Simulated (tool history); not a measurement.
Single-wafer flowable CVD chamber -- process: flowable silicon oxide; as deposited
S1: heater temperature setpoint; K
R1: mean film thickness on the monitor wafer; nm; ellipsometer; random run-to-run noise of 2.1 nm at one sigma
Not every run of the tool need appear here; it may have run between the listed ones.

{"run": 1, "hour": 0.0, "S1": 368.15, "chamber pressure (Torr)": 0.798, "RF power (kW)": 2.64, "deposition time (s)": 429, "R1": 317.19}
{"run": 2, "hour": 6.1, "S1": 368.15, "chamber pressure (Torr)": 0.712, "RF power (kW)": 2.64, "deposition time (s)": 429, "R1": 281.78}
{"run": 3, "hour": 13.5, "S1": 368.15, "chamber pressure (Torr)": 0.712, "RF power (kW)": 2.64, "deposition time (s)": 429, "R1": 282.67}
{"run": 4, "hour": 21.9, "S1": 368.15, "chamber pressure (Torr)": 0.844, "RF power (kW)": 2.64, "deposition time (s)": 429, "R1": 332.26}
{"run": 5, "hour": 25.8, "S1": 368.15, "chamber pressure (Torr)": 0.844, "RF power (kW)": 2.64, "deposition time (s)": 429, "R1": 334.18}
{"run": 6, "hour": 29.1, "S1": 367.15, "chamber pressure (Torr)": 0.844, "RF power (kW)": 2.64, "deposition time (s)": 429, "R1": 346.45}

What will run 7 give?
{"run": 7, "hour": 32.4, "S1": 366.15, "chamber pressure (Torr)": 0.844, "RF power (kW)": 2.64, "deposition time (s)": 429, "R1": "?"}

{"run 7": {"R1": 353.17}}

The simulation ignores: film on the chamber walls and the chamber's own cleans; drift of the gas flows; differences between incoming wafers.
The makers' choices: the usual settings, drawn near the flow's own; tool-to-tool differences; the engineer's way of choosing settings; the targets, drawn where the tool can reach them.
